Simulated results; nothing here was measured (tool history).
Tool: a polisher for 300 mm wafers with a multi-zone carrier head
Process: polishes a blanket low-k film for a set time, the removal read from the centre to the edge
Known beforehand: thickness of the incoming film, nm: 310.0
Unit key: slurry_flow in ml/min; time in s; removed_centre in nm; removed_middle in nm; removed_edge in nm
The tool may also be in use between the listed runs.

Run 1, day 0: slurry_flow 245 ml/min, centre_zone 1, middle_zone 1, edge_zone 1, slurry_solids 1, time 58 s. Result: removed_centre 26.769 nm, removed_middle 26.513 nm, removed_edge 25.884 nm.
Run 2, day 0.35: slurry_flow 240 ml/min, centre_zone 0.99, middle_zone 0.99, edge_zone 0.98, slurry_solids 1, time 58 s. Result: removed_centre 26.082 nm, removed_middle 25.99 nm, removed_edge 25.407 nm.
Run 3, day 0.621: slurry_flow 240 ml/min, centre_zone 1.06, middle_zone 0.99, edge_zone 0.98, slurry_solids 1, time 58 s. Result: removed_centre 28.258 nm, removed_middle 26.449 nm, removed_edge 25.596 nm.
Run 4, day 0.938: slurry_flow 240 ml/min, centre_zone 1.06, middle_zone 0.99, edge_zone 0.98, slurry_solids 0.8, time 58 s. Result: removed_centre 25.503 nm, removed_middle 24.014 nm, removed_edge 23.619 nm.
Run 5, day 1.188: slurry_flow 240 ml/min, centre_zone 1.03, middle_zone 0.99, edge_zone 0.98, slurry_solids 0.8, time 58 s. Result: removed_centre 25.258 nm, removed_middle 24.051 nm, removed_edge 23.782 nm.
Run 6, day 1.488: slurry_flow 235 ml/min, centre_zone 1.02, middle_zone 0.99, edge_zone 0.97, slurry_solids 0.8, time 58 s. Result: removed_centre 24.835 nm, removed_middle 24.424 nm, removed_edge 23.496 nm.
Run 7, day 1.683: slurry_flow 230 ml/min, centre_zone 1.01, middle_zone 0.98, edge_zone 0.96, slurry_solids 0.8, time 58 s. Result: removed_centre 24.791 nm, removed_middle 24.067 nm, removed_edge 23.252 nm.
Run 8, day 1.988: slurry_flow 230 ml/min, centre_zone 1, middle_zone 0.98, edge_zone 0.96, slurry_solids 0.8, time 58 s. Result: removed_centre 23.89 nm, removed_middle 23.63 nm, removed_edge 23.594 nm.
Run 9, day 2.179: slurry_flow 230 ml/min, centre_zone 1, middle_zone 0.98, edge_zone 0.95, slurry_solids 0.8, time 58 s. Result: removed_centre 23.91 nm, removed_middle 23.852 nm, removed_edge 23.37 nm.
Run 10, day 2.321: slurry_flow 230 ml/min, centre_zone 1, middle_zone 0.98, edge_zone 0.94, slurry_solids 0.8, time 58 s. Result: removed_centre 24.46 nm, removed_middle 23.643 nm, removed_edge 23.287 nm.
Run 11, day 2.371: slurry_flow 225 ml/min, centre_zone 0.99, middle_zone 0.98, edge_zone 0.93, slurry_solids 0.8, time 58 s. Result: removed_centre 23.964 nm, removed_middle 23.26 nm, removed_edge 22.945 nm.

Expected results for the next run?
Run 12, day 2.725: slurry_flow 220 ml/min, centre_zone 0.98, middle_zone 0.98, edge_zone 0.93, slurry_solids 0.8, time 58 s. Result: removed_centre ?, removed_middle ?, removed_edge ?.

removed_centre: 23.351 nm
removed_middle: 23.224 nm
removed_edge: 22.656 nm
